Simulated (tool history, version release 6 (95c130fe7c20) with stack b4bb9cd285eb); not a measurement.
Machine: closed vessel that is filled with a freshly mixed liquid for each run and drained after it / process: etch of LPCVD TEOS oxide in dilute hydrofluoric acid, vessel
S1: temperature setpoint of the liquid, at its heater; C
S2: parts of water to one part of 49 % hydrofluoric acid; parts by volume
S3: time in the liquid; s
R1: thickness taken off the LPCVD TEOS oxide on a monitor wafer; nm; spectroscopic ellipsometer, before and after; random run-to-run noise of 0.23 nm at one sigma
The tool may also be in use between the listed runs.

Run 1, hour 0.0: S1 22.0 C, S2 200 parts by volume, S3 165 s. Result: R1 34.190 nm.
Run 2, hour 6.2: S1 23.5 C, S2 200 parts by volume, S3 165 s. Result: R1 36.162 nm.
Run 3, hour 12.3: S1 23.5 C, S2 200 parts by volume, S3 165 s. Result: R1 36.335 nm.
Run 4, hour 14.5: S1 23.5 C, S2 200 parts by volume, S3 165 s. Result: R1 36.009 nm.
Run 5, hour 22.6: S1 23.5 C, S2 200 parts by volume, S3 165 s. Result: R1 36.238 nm.
Run 6, hour 31.5: S1 23.5 C, S2 200 parts by volume, S3 180 s. Result: R1 39.362 nm.

Predict the results of run 7:
Run 7, hour 39.9: S1 24.5 C, S2 200 parts by volume, S3 180 s. Result: R1 ?.

R1: 40.803 nm

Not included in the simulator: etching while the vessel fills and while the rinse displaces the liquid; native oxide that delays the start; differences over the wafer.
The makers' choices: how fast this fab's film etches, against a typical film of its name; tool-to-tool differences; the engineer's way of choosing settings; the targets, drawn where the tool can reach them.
